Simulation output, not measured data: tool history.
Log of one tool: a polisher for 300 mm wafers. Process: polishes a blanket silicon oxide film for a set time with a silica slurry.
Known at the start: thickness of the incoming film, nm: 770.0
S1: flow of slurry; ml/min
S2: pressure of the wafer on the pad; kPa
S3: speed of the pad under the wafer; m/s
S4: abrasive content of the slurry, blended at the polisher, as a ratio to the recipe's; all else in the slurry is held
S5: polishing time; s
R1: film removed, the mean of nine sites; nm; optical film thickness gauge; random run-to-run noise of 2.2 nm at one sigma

run 1 hour=0.0 | S1=295 S2=33.1 S3=1.28 S4=1.00 S5=40 | R1=108.640
run 2 hour=1.3 | S1=295 S2=33.1 S3=1.28 S4=1.00 S5=40 | R1=111.160
run 3 hour=4.8 | S1=295 S2=33.1 S3=1.28 S4=0.85 S5=40 | R1=98.522
run 4 hour=13.2 | S1=295 S2=38.6 S3=1.28 S4=0.85 S5=40 | R1=111.010
run 5 hour=16.0 | S1=295 S2=40.0 S3=1.34 S4=0.85 S5=40 | R1=115.790
run 6 hour=21.6 | S1=295 S2=41.4 S3=1.42 S4=0.85 S5=40 | R1=125.080
run 7 hour=24.5 | S1=295 S2=42.7 S3=1.48 S4=0.85 S5=40 | R1=130.760
run 8 hour=32.1 | S1=295 S2=44.1 S3=1.54 S4=0.85 S5=40 | R1=132.380
run 9 hour=40.8 | S1=300 S2=44.8 S3=1.60 S4=0.90 S5=40 | R1=145.420
run 10 hour=45.8 | S1=305 S2=51.7 S3=1.82 S4=0.90 S5=40 | R1=179.080

What will run 11 give?
run 11 hour=52.3 | S1=305 S2=51.7 S3=1.84 S4=0.90 S5=40 | R1=?

Run 11 came out at R1 182.320 nm.
